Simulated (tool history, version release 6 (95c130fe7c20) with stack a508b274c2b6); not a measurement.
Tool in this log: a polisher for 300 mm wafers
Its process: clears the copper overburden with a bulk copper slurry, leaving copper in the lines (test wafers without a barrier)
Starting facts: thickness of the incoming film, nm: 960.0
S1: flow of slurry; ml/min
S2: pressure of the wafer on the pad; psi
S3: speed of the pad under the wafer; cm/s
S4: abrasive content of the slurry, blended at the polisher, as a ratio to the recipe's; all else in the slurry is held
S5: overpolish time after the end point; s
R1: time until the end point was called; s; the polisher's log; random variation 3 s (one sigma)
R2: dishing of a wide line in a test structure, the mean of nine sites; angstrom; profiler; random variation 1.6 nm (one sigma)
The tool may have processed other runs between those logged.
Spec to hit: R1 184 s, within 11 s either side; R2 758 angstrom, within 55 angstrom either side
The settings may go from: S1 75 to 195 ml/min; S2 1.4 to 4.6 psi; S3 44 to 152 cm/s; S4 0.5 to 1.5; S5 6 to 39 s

Run 1, day 0: S1 125 ml/min, S2 3 psi, S3 98 cm/s, S4 1, S5 20 s. Result: R1 101.47 s, R2 814.35 angstrom.
Run 2, day 0.275: S1 125 ml/min, S2 3 psi, S3 78 cm/s, S4 1, S5 20 s. Result: R1 128.79 s, R2 698.18 angstrom.
Run 3, day 0.454: S1 125 ml/min, S2 2.9 psi, S3 78 cm/s, S4 1, S5 21 s. Result: R1 132.2 s, R2 747.96 angstrom.
Run 4, day 0.792: S1 125 ml/min, S2 2.8 psi, S3 78 cm/s, S4 1, S5 22 s. Result: R1 137 s, R2 706.84 angstrom.
Run 5, day 0.896: S1 125 ml/min, S2 2.7 psi, S3 78 cm/s, S4 1, S5 23 s. Result: R1 141.43 s, R2 704.41 angstrom.
Run 6, day 0.979: S1 125 ml/min, S2 2.6 psi, S3 78 cm/s, S4 1, S5 24 s. Result: R1 146.25 s, R2 702.1 angstrom.
Run 7, day 1.192: S1 125 ml/min, S2 2.6 psi, S3 78 cm/s, S4 1, S5 25 s. Result: R1 147.62 s, R2 700.88 angstrom.
Run 8, day 1.329: S1 125 ml/min, S2 2.6 psi, S3 78 cm/s, S4 1, S5 26 s. Result: R1 152.28 s, R2 760.52 angstrom.
At day 1.579: slurry blender recalibrated.
Run 9, day 1.579: S1 120 ml/min, S2 2.4 psi, S3 76 cm/s, S4 1, S5 28 s. Result: R1 157.17 s, R2 750.34 angstrom.
Run 10, day 1.654: S1 120 ml/min, S2 2.4 psi, S3 76 cm/s, S4 1, S5 29 s. Result: R1 158.39 s, R2 734.54 angstrom.
Run 11, day 1.942: S1 120 ml/min, S2 2.4 psi, S3 76 cm/s, S4 1, S5 30 s. Result: R1 156.08 s, R2 751.72 angstrom.
Run 12, day 2.117: S1 120 ml/min, S2 2.4 psi, S3 76 cm/s, S4 1, S5 31 s. Result: R1 158.64 s, R2 764.12 angstrom.
Run 13, day 2.183: S1 120 ml/min, S2 2.4 psi, S3 76 cm/s, S4 1, S5 32 s. Result: R1 153.86 s, R2 779.15 angstrom.
Run 14, day 2.558: S1 120 ml/min, S2 2.3 psi, S3 76 cm/s, S4 1, S5 33 s. Result: R1 161.43 s, R2 761.99 angstrom.
Run 15, day 2.746: S1 120 ml/min, S2 2.3 psi, S3 76 cm/s, S4 1, S5 34 s. Result: R1 161.27 s, R2 779.66 angstrom.

4 next moves are on the table. One of them brings every result within its allowed miss. Which?
Run A, day 2.933: S1 125 ml/min, S2 2.2 psi, S3 98 cm/s, S4 1.05, S5 20 s. Result: R1 ?, R2 ?.
Run B, day 2.933: S1 120 ml/min, S2 2.3 psi, S3 100 cm/s, S4 0.95, S5 26 s. Result: R1 ?, R2 ?.
Run C, day 2.933: S1 115 ml/min, S2 2.5 psi, S3 84 cm/s, S4 0.95, S5 26 s. Result: R1 ?, R2 ?.
Run D, day 2.933: S1 125 ml/min, S2 2.4 psi, S3 64 cm/s, S4 0.9, S5 35 s. Result: R1 ?, R2 ?.

move      R1      R2
   A  131.41  661.59
   B  126.39  775.19
   C  139.12  755.97
   D  186.79  750.09
A: misses by more than the last run did
B: misses by more than the last run did
C: misses by more than the last run did
D: meets every target
Answer: D

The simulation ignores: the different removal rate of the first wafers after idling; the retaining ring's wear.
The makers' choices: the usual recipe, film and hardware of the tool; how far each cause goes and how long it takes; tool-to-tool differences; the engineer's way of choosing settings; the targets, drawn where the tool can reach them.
